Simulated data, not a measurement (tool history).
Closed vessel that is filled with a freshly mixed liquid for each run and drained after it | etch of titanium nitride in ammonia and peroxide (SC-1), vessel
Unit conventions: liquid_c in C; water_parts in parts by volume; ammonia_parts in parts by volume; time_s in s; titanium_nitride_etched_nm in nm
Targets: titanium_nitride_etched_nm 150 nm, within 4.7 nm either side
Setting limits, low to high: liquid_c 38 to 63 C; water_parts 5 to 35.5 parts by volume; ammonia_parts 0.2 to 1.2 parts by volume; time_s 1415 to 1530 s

Run 1, hour 0: liquid_c 47 C, water_parts 19.5 parts by volume, ammonia_parts 0.7 parts by volume, time_s 1415 s. Result: titanium_nitride_etched_nm 35.423 nm.
Run 2, hour 4.6: liquid_c 52 C, water_parts 16 parts by volume, ammonia_parts 0.7 parts by volume, time_s 1415 s. Result: titanium_nitride_etched_nm 56.11 nm.
Run 3, hour 6.4: liquid_c 52 C, water_parts 16 parts by volume, ammonia_parts 0.45 parts by volume, time_s 1415 s. Result: titanium_nitride_etched_nm 51.702 nm.
Run 4, hour 10.2: liquid_c 49.5 C, water_parts 16 parts by volume, ammonia_parts 0.45 parts by volume, time_s 1415 s. Result: titanium_nitride_etched_nm 43.025 nm.
Run 5, hour 11.8: liquid_c 46 C, water_parts 16 parts by volume, ammonia_parts 0.45 parts by volume, time_s 1415 s. Result: titanium_nitride_etched_nm 34.486 nm.
At hour 13.7: ammonia flow meter replaced.
Run 6, hour 13.7: liquid_c 51.5 C, water_parts 12.5 parts by volume, ammonia_parts 0.45 parts by volume, time_s 1415 s. Result: titanium_nitride_etched_nm 57.467 nm.
Run 7, hour 21.5: liquid_c 55 C, water_parts 11 parts by volume, ammonia_parts 0.45 parts by volume, time_s 1415 s. Result: titanium_nitride_etched_nm 78.788 nm.
Run 8, hour 26.5: liquid_c 57.5 C, water_parts 10.5 parts by volume, ammonia_parts 0.45 parts by volume, time_s 1415 s. Result: titanium_nitride_etched_nm 95.704 nm.
Run 9, hour 31.8: liquid_c 59 C, water_parts 10 parts by volume, ammonia_parts 0.45 parts by volume, time_s 1415 s. Result: titanium_nitride_etched_nm 108.12 nm.
Run 10, hour 39.1: liquid_c 60.5 C, water_parts 9.5 parts by volume, ammonia_parts 0.45 parts by volume, time_s 1415 s. Result: titanium_nitride_etched_nm 122.11 nm.
Run 11, hour 45.9: liquid_c 61.5 C, water_parts 9.5 parts by volume, ammonia_parts 0.45 parts by volume, time_s 1415 s. Result: titanium_nitride_etched_nm 130.11 nm.
Run 12, hour 48.2: liquid_c 62 C, water_parts 9 parts by volume, ammonia_parts 0.45 parts by volume, time_s 1415 s. Result: titanium_nitride_etched_nm 138.25 nm.
Run 13, hour 56.4: liquid_c 62.5 C, water_parts 9 parts by volume, ammonia_parts 0.45 parts by volume, time_s 1415 s. Result: titanium_nitride_etched_nm 143.15 nm.

4 next moves are on the table. One of them brings every result within its allowed miss. Which?
Run A, hour 64.6: liquid_c 63 C, water_parts 10 parts by volume, ammonia_parts 0.55 parts by volume, time_s 1450 s. Result: titanium_nitride_etched_nm ?.
Run B, hour 64.6: liquid_c 63 C, water_parts 10.5 parts by volume, ammonia_parts 0.4 parts by volume, time_s 1440 s. Result: titanium_nitride_etched_nm ?.
Run C, hour 64.6: liquid_c 61 C, water_parts 9 parts by volume, ammonia_parts 0.55 parts by volume, time_s 1445 s. Result: titanium_nitride_etched_nm ?.
Run D, hour 64.6: liquid_c 63 C, water_parts 11.5 parts by volume, ammonia_parts 0.55 parts by volume, time_s 1440 s. Result: titanium_nitride_etched_nm ?.

move  titanium_nitride_etched_nm
   A                       150.2
   B                      137.48
   C                      138.84
   D                      138.63
A: every result within its allowed miss
B: further off than the last run
C: further off than the last run
D: further off than the last run
The move that meets every target is A.
